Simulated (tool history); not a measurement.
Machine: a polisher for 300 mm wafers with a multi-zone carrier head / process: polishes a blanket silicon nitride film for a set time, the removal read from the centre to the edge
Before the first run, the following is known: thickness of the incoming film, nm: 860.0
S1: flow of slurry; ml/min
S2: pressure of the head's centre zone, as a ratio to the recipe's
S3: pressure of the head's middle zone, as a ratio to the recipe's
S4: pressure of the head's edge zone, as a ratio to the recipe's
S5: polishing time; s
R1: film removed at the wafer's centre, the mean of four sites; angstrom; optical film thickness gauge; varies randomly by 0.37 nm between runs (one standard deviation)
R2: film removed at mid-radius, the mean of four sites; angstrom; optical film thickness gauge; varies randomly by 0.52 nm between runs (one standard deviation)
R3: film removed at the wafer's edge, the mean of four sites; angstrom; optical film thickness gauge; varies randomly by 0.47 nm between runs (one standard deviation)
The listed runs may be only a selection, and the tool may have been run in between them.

run	hour	S1	S2	S3	S4	S5	R1	R2	R3
1	0	245	1	1	1	31	634.18	629.89	638.07
2	8	250	1.02	1.01	0.97	29	600.1	594.67	579.67
3	11.3	255	1.03	1.01	0.94	27	575.09	562.17	541.7
4	18	255	1.03	1.05	0.94	27	564.97	585.43	538.25
5	24.3	255	1.04	1.04	0.92	26	556.68	553.12	523.55
6	31.2	255	1.04	1.04	0.88	26	553.92	545.12	505.7
7	34.1	255	1.05	1.04	0.87	25	538.25	532.85	477.07
8	42.4	245	1.05	1.03	0.86	24	516.49	512.99	457.67
9	46.1	235	1.05	1.01	0.85	24	519.41	490.61	454.27
10	50	235	1.05	1.01	0.85	24	514.9	500.33	456.7
11	56.1	230	1.06	1.01	0.84	23	492.65	471.24	434.82
12	60.5	225	1.07	1.02	0.83	23	503.89	474.25	416.77
13	64.3	185	1.04	0.99	0.81	22	448.24	427.98	395.82

Run 14 comes next. What will it give?
14	69.1	195	1.05	1	0.81	22	?	?	?

Run 14 yielded R1 450.34 angstrom, R2 438.26 angstrom, R3 403.79 angstrom.

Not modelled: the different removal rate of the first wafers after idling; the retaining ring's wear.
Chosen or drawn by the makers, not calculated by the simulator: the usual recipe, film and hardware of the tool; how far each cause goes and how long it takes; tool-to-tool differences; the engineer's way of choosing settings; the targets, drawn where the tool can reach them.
